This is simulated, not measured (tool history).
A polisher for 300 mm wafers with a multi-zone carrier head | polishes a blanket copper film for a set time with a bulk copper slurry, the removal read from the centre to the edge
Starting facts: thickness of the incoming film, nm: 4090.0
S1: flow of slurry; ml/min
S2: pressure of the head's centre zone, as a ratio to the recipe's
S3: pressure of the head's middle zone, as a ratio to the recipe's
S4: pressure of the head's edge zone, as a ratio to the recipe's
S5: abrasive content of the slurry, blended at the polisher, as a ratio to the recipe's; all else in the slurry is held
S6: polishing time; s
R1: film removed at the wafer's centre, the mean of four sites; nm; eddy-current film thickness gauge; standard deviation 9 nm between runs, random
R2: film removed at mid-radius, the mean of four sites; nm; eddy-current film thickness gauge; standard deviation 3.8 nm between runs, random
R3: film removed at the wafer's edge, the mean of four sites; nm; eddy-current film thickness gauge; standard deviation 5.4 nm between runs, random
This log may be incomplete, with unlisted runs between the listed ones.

{"run": 1, "hour": 0.0, "S1": 175, "S2": 1.0, "S3": 1.0, "S4": 1.0, "S5": 1.0, "S6": 34, "R1": 378.68, "R2": 371.75, "R3": 351.01}
{"run": 2, "hour": 5.2, "S1": 215, "S2": 1.0, "S3": 1.0, "S4": 1.0, "S5": 1.0, "S6": 34, "R1": 393.31, "R2": 385.6, "R3": 352.15}
{"run": 3, "hour": 10.5, "S1": 215, "S2": 1.0, "S3": 1.04, "S4": 1.0, "S5": 1.0, "S6": 34, "R1": 380.75, "R2": 396.12, "R3": 355.68}
{"run": 4, "hour": 18.0, "S1": 215, "S2": 1.0, "S3": 1.04, "S4": 1.0, "S5": 1.0, "S6": 31, "R1": 352.59, "R2": 361.65, "R3": 324.5}
{"run": 5, "hour": 20.4, "S1": 215, "S2": 1.0, "S3": 1.04, "S4": 0.92, "S5": 1.0, "S6": 31, "R1": 354.6, "R2": 359.08, "R3": 314.22}
{"run": 6, "hour": 28.7, "S1": 215, "S2": 1.03, "S3": 1.07, "S4": 0.96, "S5": 1.15, "S6": 34, "R1": 414.38, "R2": 419.98, "R3": 352.01}
{"run": 7, "hour": 29.4, "S1": 210, "S2": 1.03, "S3": 1.07, "S4": 1.0, "S5": 1.25, "S6": 37, "R1": 452.3, "R2": 467.71, "R3": 411.69}
{"hour": 35.5, "done": "edge zone pressure recalibrated"}
{"run": 8, "hour": 35.5, "S1": 215, "S2": 1.06, "S3": 1.1, "S4": 1.03, "S5": 1.3, "S6": 38, "R1": 481.31, "R2": 494.5, "R3": 451.23}

Estimate the outcome of run 9 from the log above:
{"run": 9, "hour": 37.7, "S1": 225, "S2": 1.08, "S3": 1.12, "S4": 1.02, "S5": 1.35, "S6": 39, "R1": "?", "R2": "?", "R3": "?"}

R1: 517.65 nm
R2: 519.12 nm
R3: 478.61 nm

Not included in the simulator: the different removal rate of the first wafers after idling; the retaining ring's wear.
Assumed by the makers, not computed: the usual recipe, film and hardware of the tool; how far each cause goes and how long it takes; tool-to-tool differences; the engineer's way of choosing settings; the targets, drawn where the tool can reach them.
